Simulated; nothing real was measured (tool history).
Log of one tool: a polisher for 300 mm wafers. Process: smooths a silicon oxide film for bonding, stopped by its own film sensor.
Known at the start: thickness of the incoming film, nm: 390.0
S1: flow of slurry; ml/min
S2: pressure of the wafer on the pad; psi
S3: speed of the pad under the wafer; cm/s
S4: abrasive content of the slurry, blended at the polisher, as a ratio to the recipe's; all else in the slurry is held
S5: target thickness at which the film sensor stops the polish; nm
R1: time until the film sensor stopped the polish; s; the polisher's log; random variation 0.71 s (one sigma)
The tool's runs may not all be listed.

run 1 day=0 | S1=155 S2=2.7 S3=94 S4=1 S5=353 | R1=45.173
run 2 day=0.275 | S1=155 S2=2.7 S3=94 S4=1 S5=353 | R1=44.426
run 3 day=0.338 | S1=155 S2=2.6 S3=94 S4=1 S5=353 | R1=47.178
run 4 day=0.567 | S1=155 S2=2.3 S3=94 S4=1 S5=353 | R1=52.202
run 5 day=0.667 | S1=190 S2=2.3 S3=94 S4=1 S5=353 | R1=51.496
-- day=1.021 slurry blender recalibrated
run 6 day=1.021 | S1=190 S2=2.3 S3=94 S4=0.9 S5=353 | R1=48.034
run 7 day=1.333 | S1=185 S2=2.2 S3=94 S4=0.9 S5=353 | R1=50.439

Forecast run 8:
run 8 day=1.475 | S1=160 S2=1.6 S3=92 S4=0.9 S5=353 | R1=?

R1: 71.802 s
